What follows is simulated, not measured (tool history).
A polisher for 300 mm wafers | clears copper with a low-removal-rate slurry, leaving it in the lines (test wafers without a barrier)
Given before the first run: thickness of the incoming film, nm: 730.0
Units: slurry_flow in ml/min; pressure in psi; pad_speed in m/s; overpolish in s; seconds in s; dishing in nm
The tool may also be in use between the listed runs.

run 1 day=0.000 | slurry_flow=220 pressure=3.4 pad_speed=1.28 slurry_solids=1.0 overpolish=15 | seconds=220.34 dishing=36.825
run 2 day=0.200 | slurry_flow=220 pressure=3.1 pad_speed=1.28 slurry_solids=1.0 overpolish=15 | seconds=237.77 dishing=35.007
run 3 day=0.442 | slurry_flow=220 pressure=2.8 pad_speed=1.28 slurry_solids=1.0 overpolish=15 | seconds=250.12 dishing=33.494
run 4 day=0.767 | slurry_flow=220 pressure=2.8 pad_speed=1.46 slurry_solids=1.0 overpolish=15 | seconds=220.12 dishing=36.524
run 5 day=1.021 | slurry_flow=220 pressure=2.5 pad_speed=1.44 slurry_solids=1.0 overpolish=15 | seconds=243.18 dishing=34.742
run 6 day=1.325 | slurry_flow=220 pressure=2.3 pad_speed=1.44 slurry_solids=1.0 overpolish=15 | seconds=258.73 dishing=31.322
-- day=1.379 worn pad replaced by a new one
run 7 day=1.379 | slurry_flow=220 pressure=2.1 pad_speed=1.44 slurry_solids=1.0 overpolish=15 | seconds=251.76 dishing=32.817
run 8 day=1.621 | slurry_flow=220 pressure=1.9 pad_speed=1.38 slurry_solids=1.0 overpolish=15 | seconds=274.16 dishing=29.849

Run 9, settings as shown, results not yet in. Your forecast:
run 9 day=1.667 | slurry_flow=220 pressure=1.8 pad_speed=1.34 slurry_solids=1.0 overpolish=15 | seconds=? dishing=?

seconds: 295.43 s
dishing: 28.061 nm
